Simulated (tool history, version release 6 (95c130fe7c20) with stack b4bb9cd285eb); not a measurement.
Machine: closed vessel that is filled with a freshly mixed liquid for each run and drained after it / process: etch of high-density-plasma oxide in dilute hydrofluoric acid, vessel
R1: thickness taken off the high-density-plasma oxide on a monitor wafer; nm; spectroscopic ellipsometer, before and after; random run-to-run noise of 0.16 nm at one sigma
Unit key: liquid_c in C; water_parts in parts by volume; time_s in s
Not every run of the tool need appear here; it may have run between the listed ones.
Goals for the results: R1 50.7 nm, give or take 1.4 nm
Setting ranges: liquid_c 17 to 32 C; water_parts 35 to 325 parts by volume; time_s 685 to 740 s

run 1 day=0 | liquid_c=24 water_parts=180 time_s=685 | R1=20.198
run 2 day=0.167 | liquid_c=25 water_parts=170 time_s=685 | R1=22.405
run 3 day=0.55 | liquid_c=25 water_parts=120 time_s=685 | R1=33.62
run 4 day=0.842 | liquid_c=25 water_parts=120 time_s=685 | R1=33.56
run 5 day=1.229 | liquid_c=25 water_parts=120 time_s=685 | R1=33.677
-- day=1.392 thermometer replaced
run 6 day=1.392 | liquid_c=26 water_parts=115 time_s=685 | R1=40.555
run 7 day=1.696 | liquid_c=26.5 water_parts=115 time_s=685 | R1=41.199
run 8 day=1.796 | liquid_c=27 water_parts=115 time_s=685 | R1=41.86
run 9 day=1.883 | liquid_c=27.5 water_parts=115 time_s=685 | R1=42.716
run 10 day=2.254 | liquid_c=28 water_parts=115 time_s=685 | R1=43.638

5 candidate next runs follow, results not yet known. Just one meets every target within its allowed miss. Identify it.
run A day=2.625 | liquid_c=30 water_parts=105 time_s=715 | R1=?
run B day=2.625 | liquid_c=23.5 water_parts=95 time_s=715 | R1=?
run C day=2.625 | liquid_c=30.5 water_parts=110 time_s=685 | R1=?
run D day=2.625 | liquid_c=27 water_parts=95 time_s=715 | R1=?
run E day=2.625 | liquid_c=32 water_parts=115 time_s=740 | R1=?

move=A R1=54.419
move=B R1=47.408
move=C R1=50.345
move=D R1=54.402
move=E R1=54.572
A: carries the result that was furthest off beyond its target, to the other side
B: gains on the last run, yet a result remains outside its allowed miss
C: in spec on every target
D: carries the result that was furthest off beyond its target, to the other side
E: carries the result that was furthest off beyond its target, to the other side
Go with C: it meets all targets.
